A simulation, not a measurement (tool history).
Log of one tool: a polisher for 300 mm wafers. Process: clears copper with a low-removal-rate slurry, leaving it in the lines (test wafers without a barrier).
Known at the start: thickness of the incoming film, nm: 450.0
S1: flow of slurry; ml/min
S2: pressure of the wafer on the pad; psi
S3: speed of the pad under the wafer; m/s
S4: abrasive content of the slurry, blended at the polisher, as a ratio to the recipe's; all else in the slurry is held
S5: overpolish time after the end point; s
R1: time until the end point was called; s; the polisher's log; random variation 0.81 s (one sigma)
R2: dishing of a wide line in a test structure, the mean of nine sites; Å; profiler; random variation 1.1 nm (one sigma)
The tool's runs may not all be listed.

run	day	S1	S2	S3	S4	S5	R1	R2
1	0.000	170	2.9	1.26	1.0	15	128.890	388.10
2	0.275	175	3.3	1.26	1.0	15	115.810	429.20
3	0.321	175	3.7	1.28	1.0	15	101.100	482.75
4	0.462	175	3.7	1.28	1.1	15	97.176	506.15
5	0.508	175	3.7	1.28	1.1	19	97.777	603.19
6	0.654	180	3.9	1.28	1.1	18	93.763	623.67
7	0.992	180	4.1	1.28	1.1	17	86.226	592.74
8	1.171	180	4.2	1.28	1.1	17	84.698	632.48

The next listed run, before its measurement:
9	1.329	180	4.3	1.28	1.1	17	?	?

Run 9 gave R1 82.907 s, R2 635.46 Å.
